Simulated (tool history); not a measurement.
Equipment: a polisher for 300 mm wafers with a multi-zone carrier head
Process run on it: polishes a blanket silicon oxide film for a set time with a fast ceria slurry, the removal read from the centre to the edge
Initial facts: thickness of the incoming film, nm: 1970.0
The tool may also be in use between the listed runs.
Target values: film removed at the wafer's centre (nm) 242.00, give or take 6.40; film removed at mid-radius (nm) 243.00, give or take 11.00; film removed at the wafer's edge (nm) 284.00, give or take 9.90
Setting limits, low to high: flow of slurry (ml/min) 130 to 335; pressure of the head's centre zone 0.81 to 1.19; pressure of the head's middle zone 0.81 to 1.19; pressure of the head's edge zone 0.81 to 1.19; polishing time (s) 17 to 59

run  hour  flow of slurry (ml/min)  pressure of the head's centre zone  pressure of the head's middle zone  pressure of the head's edge zone  polishing time (s)  film removed at the wafer's centre (nm)  film removed at mid-radius (nm)  film removed at the wafer's edge (nm)
  1   0.0                      215                                1.00                                1.00                              1.00                  38                                   450.92                           448.36                                 444.81
  2   0.5                      215                                0.92                                1.00                              1.00                  38                                   415.04                           448.14                                 437.75
  3   7.7                      210                                0.91                                0.98                              1.00                  36                                   385.14                           417.33                                 413.57
  4  15.8                      205                                0.91                                0.96                              1.00                  35                                   379.60                           402.97                                 401.99
  5  19.4                      205                                0.99                                0.96                              1.00                  35                                   411.04                           396.77                                 410.63
     23.3  -- worn pad replaced by a new one
  6  23.3                      200                                0.97                                0.95                              1.00                  34                                   423.57                           410.84                                 433.42
  7  27.2                      215                                0.95                                0.94                              1.01                  32                                   393.14                           390.99                                 403.61
  8  31.7                      205                                0.94                                0.93                              1.00                  30                                   359.65                           358.72                                 376.57
  9  33.0                      200                                0.93                                0.92                              1.00                  29                                   344.69                           328.82                                 363.91
 10  36.8                      160                                0.83                                0.93                              0.95                  20                                   203.24                           229.32                                 242.58
 11  40.7                      170                                0.83                                0.92                              0.96                  20                                   206.88                           235.40                                 245.82
 12  46.2                      175                                0.83                                0.91                              0.97                  20                                   205.09                           226.67                                 246.17
 13  54.6                      220                                0.93                                0.95                              1.07                  23                                   271.99                           282.15                                 304.30

Exactly one of the 4 candidate moves below puts every result within its allowed miss. Which one?
  A  63.0                      225                                1.04                                0.90                              0.98                  23                                        ?                                ?                                      ?
  B  63.0                      155                                0.89                                0.88                              1.10                  22                                        ?                                ?                                      ?
  C  63.0                      225                                0.88                                1.00                              1.09                  25                                        ?                                ?                                      ?
  D  63.0                      265                                0.96                                1.15                              0.94                  25                                        ?                                ?                                      ?

move  film removed at the wafer's centre (nm)  film removed at mid-radius (nm)  film removed at the wafer's edge (nm)
   A                                   305.00                           264.31                                 288.06
   B                                   237.51                           237.79                                 282.54
   C                                   280.34                           314.00                                 329.45
   D                                   311.98                           359.50                                 309.74
A: lands further from the targets than the last run did
B: hits every target within its allowed miss
C: lands further from the targets than the last run did
D: lands further from the targets than the last run did
Go with B: it meets all targets.

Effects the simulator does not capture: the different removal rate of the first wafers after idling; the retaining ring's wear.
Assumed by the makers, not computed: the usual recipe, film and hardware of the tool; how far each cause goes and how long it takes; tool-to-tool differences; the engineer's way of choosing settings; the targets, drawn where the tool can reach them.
